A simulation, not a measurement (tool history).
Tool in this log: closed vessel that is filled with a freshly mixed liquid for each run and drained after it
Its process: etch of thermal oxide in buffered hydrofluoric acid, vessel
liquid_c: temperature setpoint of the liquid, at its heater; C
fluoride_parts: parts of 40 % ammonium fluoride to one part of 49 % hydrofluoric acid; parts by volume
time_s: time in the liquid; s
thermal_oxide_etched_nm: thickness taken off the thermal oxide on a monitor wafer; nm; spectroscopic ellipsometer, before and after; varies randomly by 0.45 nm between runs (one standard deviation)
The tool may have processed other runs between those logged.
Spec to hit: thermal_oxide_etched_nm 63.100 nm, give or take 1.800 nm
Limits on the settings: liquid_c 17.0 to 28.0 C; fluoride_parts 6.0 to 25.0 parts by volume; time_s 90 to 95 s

run  hour  liquid_c  fluoride_parts  time_s  thermal_oxide_etched_nm
  1   0.0      20.0            15.5      90                   45.702
  2   1.8      21.5            15.5      90                   49.504
  3   4.4      22.5            15.5      90                   52.545
  4   6.4      22.5            15.5      95                   54.893
  5  11.4      22.5            15.5      90                   52.609
  6  19.8      23.5            15.5      90                   55.099
  7  24.3      24.0            15.5      90                   56.925
  8  29.9      24.5            15.5      90                   57.918
  9  36.1      25.0            15.5      90                   60.263

Which one of the following 4 next-run settings gets every result inside its allowed miss? There is exactly one.
  A  42.3      22.5            13.5      95                        ?
  B  42.3      22.5            14.5      95                        ?
  C  42.3      26.0            18.0      90                        ?
  D  42.3      26.0            17.5      95                        ?

move  thermal_oxide_etched_nm
   A                   63.163
   B                   58.876
   C                   54.729
   D                   59.219
A: meets every target
B: the biggest miss grows against the last run
C: the biggest miss grows against the last run
D: the biggest miss grows against the last run
Move A is the one to make.

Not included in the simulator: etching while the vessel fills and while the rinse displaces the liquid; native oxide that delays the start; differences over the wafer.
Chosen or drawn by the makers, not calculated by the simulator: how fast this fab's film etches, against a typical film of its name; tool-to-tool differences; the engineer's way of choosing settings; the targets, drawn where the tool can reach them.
